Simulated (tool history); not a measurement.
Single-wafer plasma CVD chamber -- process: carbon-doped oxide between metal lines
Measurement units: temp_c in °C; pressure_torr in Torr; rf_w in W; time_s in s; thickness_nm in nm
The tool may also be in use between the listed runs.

run 1 day=0.000 | temp_c=325 pressure_torr=4.79 rf_w=425 time_s=16.2 | thickness_nm=83.178
run 2 day=0.100 | temp_c=322 pressure_torr=4.93 rf_w=425 time_s=16.2 | thickness_nm=84.605
run 3 day=0.304 | temp_c=317 pressure_torr=4.93 rf_w=425 time_s=16.2 | thickness_nm=86.911
run 4 day=0.629 | temp_c=315 pressure_torr=4.98 rf_w=425 time_s=16.2 | thickness_nm=87.680
run 5 day=0.746 | temp_c=314 pressure_torr=5.02 rf_w=425 time_s=16.2 | thickness_nm=88.465
run 6 day=1.104 | temp_c=314 pressure_torr=4.56 rf_w=425 time_s=16.2 | thickness_nm=86.040
run 7 day=1.283 | temp_c=304 pressure_torr=5.13 rf_w=430 time_s=16.2 | thickness_nm=94.167

Run 8, settings as shown, results not yet in. Your forecast:
run 8 day=1.633 | temp_c=305 pressure_torr=5.11 rf_w=430 time_s=16.2 | thickness_nm=?

Run 8 came out at thickness_nm 93.822 nm.

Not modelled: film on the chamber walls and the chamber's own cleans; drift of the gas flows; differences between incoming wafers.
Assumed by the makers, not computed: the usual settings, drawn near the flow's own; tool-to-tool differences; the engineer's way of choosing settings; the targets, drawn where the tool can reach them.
